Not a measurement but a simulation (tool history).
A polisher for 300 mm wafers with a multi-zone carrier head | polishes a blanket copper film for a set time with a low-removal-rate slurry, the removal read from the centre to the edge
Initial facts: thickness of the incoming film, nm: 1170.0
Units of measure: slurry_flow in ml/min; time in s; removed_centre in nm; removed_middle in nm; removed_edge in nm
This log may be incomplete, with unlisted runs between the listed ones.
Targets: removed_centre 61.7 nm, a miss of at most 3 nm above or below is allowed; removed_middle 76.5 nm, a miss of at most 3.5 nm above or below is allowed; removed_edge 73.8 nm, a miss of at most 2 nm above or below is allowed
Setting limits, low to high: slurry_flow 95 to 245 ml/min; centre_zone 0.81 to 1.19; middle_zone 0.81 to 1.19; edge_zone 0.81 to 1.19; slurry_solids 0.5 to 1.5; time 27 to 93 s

| run | day | slurry_flow | centre_zone | middle_zone | edge_zone | slurry_solids | time | removed_centre | removed_middle | removed_edge |
|---|---|---|---|---|---|---|---|---|---|---|
| 1 | 0 | 155 | 1 | 1 | 1 | 1 | 59 | 141.17 | 143.64 | 147.08 |
| 2 | 0.05 | 145 | 0.96 | 1 | 0.97 | 0.85 | 51 | 112.21 | 116.59 | 121.08 |
| 3 | 0.308 | 145 | 0.96 | 1 | 0.97 | 0.85 | 39 | 89.426 | 89.955 | 92.907 |
| 4 | 0.662 | 145 | 0.96 | 0.92 | 0.97 | 0.85 | 39 | 88.359 | 83.027 | 91.771 |
| 5 | 0.942 | 145 | 0.91 | 0.92 | 0.97 | 0.85 | 39 | 82.248 | 84.636 | 92.514 |
| 6 | 1.112 | 145 | 0.91 | 0.92 | 0.97 | 0.85 | 52 | 106.54 | 110.49 | 122.3 |
| 7 | 1.3 | 145 | 0.88 | 0.95 | 0.94 | 0.8 | 46 | 91.403 | 100.06 | 105.53 |
| 8 | 1.512 | 140 | 0.86 | 0.97 | 0.92 | 0.75 | 42 | 82.231 | 91.556 | 94.787 |
| 9 | 1.662 | 135 | 0.85 | 1 | 0.92 | 0.7 | 40 | 75.668 | 88.237 | 88.282 |
| 10 | 1.842 | 125 | 0.84 | 1.01 | 0.91 | 0.65 | 39 | 67.626 | 82.462 | 83.019 |
| 11 | 2.179 | 120 | 0.85 | 1.02 | 0.89 | 0.6 | 39 | 68.995 | 83.103 | 81.748 |
| 12 | 2.5 | 115 | 0.85 | 1.02 | 0.88 | 0.55 | 38 | 65.292 | 79.965 | 76.727 |
| 13 | 2.583 | 100 | 0.83 | 1 | 0.86 | 0.5 | 38 | 60.457 | 70.14 | 73.075 |

Below are 4 possible settings for the next run. Only one of them brings all results inside the allowed miss of their targets. Which is it?
| A | 2.667 | 105 | 0.81 | 1 | 0.81 | 0.5 | 39 | ? | ? | ? |
| B | 2.667 | 95 | 0.86 | 0.85 | 0.87 | 0.5 | 38 | ? | ? | ? |
| C | 2.667 | 95 | 0.86 | 0.9 | 0.86 | 0.5 | 37 | ? | ? | ? |
| D | 2.667 | 100 | 0.84 | 0.97 | 0.84 | 0.5 | 38 | ? | ? | ? |

| move | removed_centre | removed_middle | removed_edge |
|---|---|---|---|
| A | 60.479 | 75.918 | 72.591 |
| B | 60.09 | 62.404 | 71.495 |
| C | 58.53 | 63.699 | 69.205 |
| D | 59.982 | 70.926 | 71.119 |
A: hits every target within its allowed miss
B: further off than the last run
C: further off than the last run
D: nearer than the last run, and not there yet
Correct choice: A, which meets every target
